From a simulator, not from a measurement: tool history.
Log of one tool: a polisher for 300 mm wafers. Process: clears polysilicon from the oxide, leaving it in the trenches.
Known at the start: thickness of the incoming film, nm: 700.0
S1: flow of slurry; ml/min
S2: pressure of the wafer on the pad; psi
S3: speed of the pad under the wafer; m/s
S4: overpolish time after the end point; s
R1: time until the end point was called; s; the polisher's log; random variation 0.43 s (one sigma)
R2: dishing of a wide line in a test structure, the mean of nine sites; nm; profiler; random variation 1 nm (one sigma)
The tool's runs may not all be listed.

| run | hour | S1 | S2 | S3 | S4 | R1 | R2 |
|---|---|---|---|---|---|---|---|
| 1 | 0 | 280 | 2.5 | 1.26 | 16 | 47.007 | 75.171 |
| 2 | 5.3 | 280 | 2.7 | 1.28 | 15 | 42.644 | 76.819 |
| 3 | 6.4 | 280 | 2.7 | 1.14 | 15 | 46.819 | 73.245 |
| 4 | 7.5 | 280 | 2.9 | 1.16 | 14 | 45.001 | 73.124 |
| 5 | 12.2 | 280 | 2.5 | 1.16 | 14 | 50.678 | 71.173 |
| 6 | 15.6 | 280 | 2.2 | 1.16 | 14 | 56.568 | 69.919 |
| 7 | 22.1 | 280 | 2.5 | 1.2 | 13 | 49.951 | 71.215 |
| 8 | 23.4 | 280 | 2.7 | 1.24 | 12 | 44.167 | 71.467 |
| 9 | 32.3 | 280 | 2.9 | 1.26 | 12 | 40.673 | 72.505 |

Run 10 comes next. What will it give?
| 10 | 36 | 280 | 3.1 | 1.28 | 12 | ? | ? |

{"run 10": {"R1": 39.686, "R2": 73.503}}
